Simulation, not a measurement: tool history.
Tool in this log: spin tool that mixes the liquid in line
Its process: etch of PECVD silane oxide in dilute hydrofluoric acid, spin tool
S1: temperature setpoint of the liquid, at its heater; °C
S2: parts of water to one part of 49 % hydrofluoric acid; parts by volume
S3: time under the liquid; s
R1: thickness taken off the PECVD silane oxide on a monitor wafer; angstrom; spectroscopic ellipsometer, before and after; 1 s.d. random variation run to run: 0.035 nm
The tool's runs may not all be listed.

run,hour,S1,S2,S3,R1
1,0.0,25.0,260,80,53.695
2,1.4,25.0,260,80,53.893
3,3.3,25.0,260,60,40.257
4,8.1,27.5,215,60,55.716
5,16.1,29.0,175,60,75.884
6,18.3,30.0,160,60,87.591
7,24.4,31.0,155,60,94.354

Expected results for the next run?
8,28.1,31.5,150,60,?

Logged for run 8: R1 99.965 angstrom.
